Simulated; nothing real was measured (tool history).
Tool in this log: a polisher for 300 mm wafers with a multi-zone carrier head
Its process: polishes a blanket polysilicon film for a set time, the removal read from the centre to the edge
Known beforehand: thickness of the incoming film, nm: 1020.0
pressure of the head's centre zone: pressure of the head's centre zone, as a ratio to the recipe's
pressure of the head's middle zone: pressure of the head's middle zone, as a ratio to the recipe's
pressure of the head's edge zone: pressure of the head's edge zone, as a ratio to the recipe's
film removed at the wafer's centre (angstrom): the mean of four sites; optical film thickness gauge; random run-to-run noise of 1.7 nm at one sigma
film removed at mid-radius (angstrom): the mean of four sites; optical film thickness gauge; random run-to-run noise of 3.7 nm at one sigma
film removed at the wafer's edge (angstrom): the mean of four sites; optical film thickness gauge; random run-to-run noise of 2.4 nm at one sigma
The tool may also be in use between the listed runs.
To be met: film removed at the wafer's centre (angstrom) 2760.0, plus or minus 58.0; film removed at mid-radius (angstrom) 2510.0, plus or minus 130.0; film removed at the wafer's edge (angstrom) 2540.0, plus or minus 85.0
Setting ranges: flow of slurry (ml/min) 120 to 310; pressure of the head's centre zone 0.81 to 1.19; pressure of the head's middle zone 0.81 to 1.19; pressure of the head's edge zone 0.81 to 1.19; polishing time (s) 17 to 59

run,day,flow of slurry (ml/min),pressure of the head's centre zone,pressure of the head's middle zone,pressure of the head's edge zone,polishing time (s),film removed at the wafer's centre (angstrom),film removed at mid-radius (angstrom),film removed at the wafer's edge (angstrom)
1,0.000,200,1.00,1.00,1.00,38,2893.7,2910.0,2939.0
2,0.233,200,1.06,1.00,1.00,38,3003.0,2840.6,2922.7
3,0.271,200,1.09,1.00,1.00,38,3119.8,2950.4,2867.4
4,0.388,200,1.09,1.00,0.96,38,3140.0,2924.1,2899.6
5,0.525,195,1.09,1.00,0.96,38,3102.6,2938.3,2825.6
6,0.808,245,1.09,1.00,0.96,38,3184.8,2947.9,2974.6
7,1.058,235,1.09,0.99,0.95,38,3160.3,3031.8,2905.0
8,1.088,225,1.09,0.98,0.95,38,3168.9,2943.8,2909.0
9,1.167,220,1.09,0.97,0.95,38,3162.3,2955.2,2880.2
10,1.454,215,1.09,0.96,0.96,38,3132.0,2872.9,2862.2
11,1.496,210,1.08,0.95,0.95,38,3085.1,2802.2,2914.3
12,1.829,205,1.08,0.95,0.95,38,3095.4,2871.8,2877.6
13,1.938,200,1.08,0.94,0.95,38,3084.7,2822.6,2849.3
14,2.071,195,1.08,0.93,0.94,38,3080.6,2787.6,2836.3
15,2.238,190,1.08,0.93,0.93,38,3025.3,2821.7,2838.6
16,2.279,185,1.08,0.93,0.93,38,3051.4,2724.0,2852.7
17,2.358,180,1.09,0.95,0.92,36,2888.7,2639.8,2662.6
18,2.575,175,1.09,0.95,0.92,36,2874.5,2597.1,2616.4
19,2.646,170,1.09,0.95,0.92,36,2865.5,2618.0,2678.3

Exactly one of the 5 candidate moves below puts every result within its allowed miss. Which one?
A,2.717,140,1.07,0.91,0.86,37,?,?,?
B,2.717,140,1.05,0.84,0.96,40,?,?,?
C,2.717,155,0.97,0.81,0.99,38,?,?,?
D,2.717,180,1.09,0.90,0.90,37,?,?,?
E,2.717,215,1.10,1.19,0.92,35,?,?,?

move,film removed at the wafer's centre (angstrom),film removed at mid-radius (angstrom),film removed at the wafer's edge (angstrom)
A,2798.7,2597.4,2537.1
B,2973.9,2651.8,2887.8
C,2687.7,2501.2,2821.5
D,2983.2,2686.7,2670.6
E,2930.2,3209.6,2590.4
A: all results land within tolerance of their targets
B: the biggest miss grows against the last run
C: takes the biggest miss from the last run beyond its target
D: the biggest miss grows against the last run
E: the biggest miss grows against the last run
The move that meets every target is A.

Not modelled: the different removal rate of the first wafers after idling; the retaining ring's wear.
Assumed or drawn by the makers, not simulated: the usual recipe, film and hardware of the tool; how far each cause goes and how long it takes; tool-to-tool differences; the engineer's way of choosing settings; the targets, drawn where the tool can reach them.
